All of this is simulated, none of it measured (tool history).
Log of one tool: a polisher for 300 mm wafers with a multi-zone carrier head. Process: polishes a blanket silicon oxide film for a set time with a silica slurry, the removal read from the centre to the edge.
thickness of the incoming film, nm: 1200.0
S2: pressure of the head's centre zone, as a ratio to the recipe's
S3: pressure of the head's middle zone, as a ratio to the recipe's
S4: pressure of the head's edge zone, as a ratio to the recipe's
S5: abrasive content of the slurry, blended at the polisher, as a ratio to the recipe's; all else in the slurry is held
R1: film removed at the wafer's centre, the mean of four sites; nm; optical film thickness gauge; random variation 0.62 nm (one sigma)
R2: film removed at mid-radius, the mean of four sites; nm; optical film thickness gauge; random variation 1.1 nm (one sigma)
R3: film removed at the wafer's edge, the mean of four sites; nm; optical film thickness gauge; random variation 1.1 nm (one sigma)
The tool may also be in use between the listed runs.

Run 1, hour 0: flow of slurry (ml/min) 195, S2 1, S3 1, S4 1, S5 1, polishing time (s) 62. Result: R1 164.67 nm, R2 164.86 nm, R3 163.87 nm.
Run 2, hour 6.8: flow of slurry (ml/min) 195, S2 1, S3 0.91, S4 1, S5 1, polishing time (s) 62. Result: R1 165.67 nm, R2 154.69 nm, R3 164.26 nm.
Run 3, hour 7.7: flow of slurry (ml/min) 190, S2 0.97, S3 0.91, S4 0.97, S5 0.85, polishing time (s) 56. Result: R1 132.54 nm, R2 126.91 nm, R3 135.29 nm.
Run 4, hour 12.1: flow of slurry (ml/min) 190, S2 0.97, S3 0.91, S4 0.97, S5 0.85, polishing time (s) 45. Result: R1 108.96 nm, R2 101.34 nm, R3 108.38 nm.
Run 5, hour 20.4: flow of slurry (ml/min) 185, S2 0.95, S3 0.92, S4 0.94, S5 0.75, polishing time (s) 44. Result: R1 95.989 nm, R2 92.64 nm, R3 97.053 nm.
Run 6, hour 29.2: flow of slurry (ml/min) 185, S2 0.95, S3 0.92, S4 0.87, S5 0.75, polishing time (s) 44. Result: R1 95.563 nm, R2 93.49 nm, R3 94.657 nm.

Run 7 comes next. What will it give?
Run 7, hour 34.9: flow of slurry (ml/min) 180, S2 0.93, S3 0.92, S4 0.86, S5 0.7, polishing time (s) 44. Result: R1 ?, R2 ?, R3 ?.

Run 7 gave R1 89.409 nm, R2 90.887 nm, R3 88.085 nm.

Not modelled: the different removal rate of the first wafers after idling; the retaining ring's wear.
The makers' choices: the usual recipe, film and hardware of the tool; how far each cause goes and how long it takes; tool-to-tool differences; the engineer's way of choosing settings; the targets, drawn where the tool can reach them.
